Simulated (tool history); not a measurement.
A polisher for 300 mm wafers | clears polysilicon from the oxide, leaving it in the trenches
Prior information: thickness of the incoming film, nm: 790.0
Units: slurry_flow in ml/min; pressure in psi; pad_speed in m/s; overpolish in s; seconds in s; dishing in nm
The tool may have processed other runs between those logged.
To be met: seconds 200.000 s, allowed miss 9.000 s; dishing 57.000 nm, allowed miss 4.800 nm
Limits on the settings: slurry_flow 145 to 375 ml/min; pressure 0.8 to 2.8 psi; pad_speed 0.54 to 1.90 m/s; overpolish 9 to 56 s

{"run": 1, "day": 0.0, "slurry_flow": 240, "pressure": 1.8, "pad_speed": 1.22, "overpolish": 29, "seconds": 89.856, "dishing": 74.564}
{"run": 2, "day": 0.225, "slurry_flow": 240, "pressure": 1.6, "pad_speed": 1.16, "overpolish": 25, "seconds": 107.0, "dishing": 70.03}
{"run": 3, "day": 0.462, "slurry_flow": 185, "pressure": 1.6, "pad_speed": 1.16, "overpolish": 25, "seconds": 107.49, "dishing": 67.381}
{"run": 4, "day": 0.596, "slurry_flow": 185, "pressure": 1.8, "pad_speed": 1.16, "overpolish": 25, "seconds": 95.35, "dishing": 70.19}
{"run": 5, "day": 0.808, "slurry_flow": 145, "pressure": 1.8, "pad_speed": 1.16, "overpolish": 25, "seconds": 99.771, "dishing": 72.215}
{"run": 6, "day": 0.954, "slurry_flow": 145, "pressure": 1.8, "pad_speed": 1.38, "overpolish": 25, "seconds": 83.862, "dishing": 75.983}
{"run": 7, "day": 1.075, "slurry_flow": 175, "pressure": 1.3, "pad_speed": 1.04, "overpolish": 11, "seconds": 146.28, "dishing": 42.413}
{"run": 8, "day": 1.229, "slurry_flow": 175, "pressure": 1.2, "pad_speed": 1.02, "overpolish": 16, "seconds": 159.72, "dishing": 50.973}
{"run": 9, "day": 1.254, "slurry_flow": 175, "pressure": 1.1, "pad_speed": 1.02, "overpolish": 17, "seconds": 175.38, "dishing": 51.551}
{"run": 10, "day": 1.567, "slurry_flow": 175, "pressure": 1.1, "pad_speed": 1.02, "overpolish": 18, "seconds": 176.48, "dishing": 49.605}
{"run": 11, "day": 1.771, "slurry_flow": 175, "pressure": 0.9, "pad_speed": 1.0, "overpolish": 32, "seconds": 211.18, "dishing": 60.647}

Exercise: of the 5 proposed moves below, exactly one satisfies all targets within the stated allowed misses. Which move is it?
{"run": "A", "day": 1.975, "slurry_flow": 150, "pressure": 0.9, "pad_speed": 0.94, "overpolish": 20, "seconds": "?", "dishing": "?"}
{"run": "B", "day": 1.975, "slurry_flow": 145, "pressure": 1.1, "pad_speed": 0.82, "overpolish": 31, "seconds": "?", "dishing": "?"}
{"run": "C", "day": 1.975, "slurry_flow": 205, "pressure": 1.1, "pad_speed": 0.74, "overpolish": 35, "seconds": "?", "dishing": "?"}
{"run": "D", "day": 1.975, "slurry_flow": 185, "pressure": 0.9, "pad_speed": 0.98, "overpolish": 35, "seconds": "?", "dishing": "?"}
{"run": "E", "day": 1.975, "slurry_flow": 150, "pressure": 1.0, "pad_speed": 0.98, "overpolish": 25, "seconds": "?", "dishing": "?"}

move=A seconds=233.040 dishing=45.934
move=B seconds=220.560 dishing=59.305
move=C seconds=234.130 dishing=60.829
move=D seconds=218.680 dishing=62.449
move=E seconds=202.680 dishing=55.922
A: further off than the last run
B: further off than the last run
C: further off than the last run
D: further off than the last run
E: all results in spec
Answer: E
